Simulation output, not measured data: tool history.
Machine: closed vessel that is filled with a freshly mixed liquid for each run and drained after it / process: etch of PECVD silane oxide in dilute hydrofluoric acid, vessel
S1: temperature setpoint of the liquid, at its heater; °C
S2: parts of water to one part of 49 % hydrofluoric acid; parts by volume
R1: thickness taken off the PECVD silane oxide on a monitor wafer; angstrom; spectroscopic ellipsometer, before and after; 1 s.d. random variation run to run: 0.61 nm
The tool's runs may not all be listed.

run 1 hour=0 | S1=24 S2=110 time_in_the_liquid_(s)=85 | R1=250.55
run 2 hour=1.7 | S1=22.5 S2=110 time_in_the_liquid_(s)=85 | R1=233.27
run 3 hour=3.6 | S1=25 S2=90 time_in_the_liquid_(s)=85 | R1=321.1
run 4 hour=8.5 | S1=27 S2=75 time_in_the_liquid_(s)=85 | R1=435.51
run 5 hour=13.1 | S1=28.5 S2=70 time_in_the_liquid_(s)=85 | R1=494.58
run 6 hour=16 | S1=27 S2=70 time_in_the_liquid_(s)=85 | R1=463.85
run 7 hour=20.1 | S1=28.5 S2=65 time_in_the_liquid_(s)=85 | R1=531.6
run 8 hour=29 | S1=29.5 S2=65 time_in_the_liquid_(s)=85 | R1=553.64
run 9 hour=38.2 | S1=30 S2=65 time_in_the_liquid_(s)=85 | R1=559.41

What will run 10 give?
run 10 hour=39.7 | S1=30.5 S2=60 time_in_the_liquid_(s)=85 | R1=?

R1: 641.27 angstrom
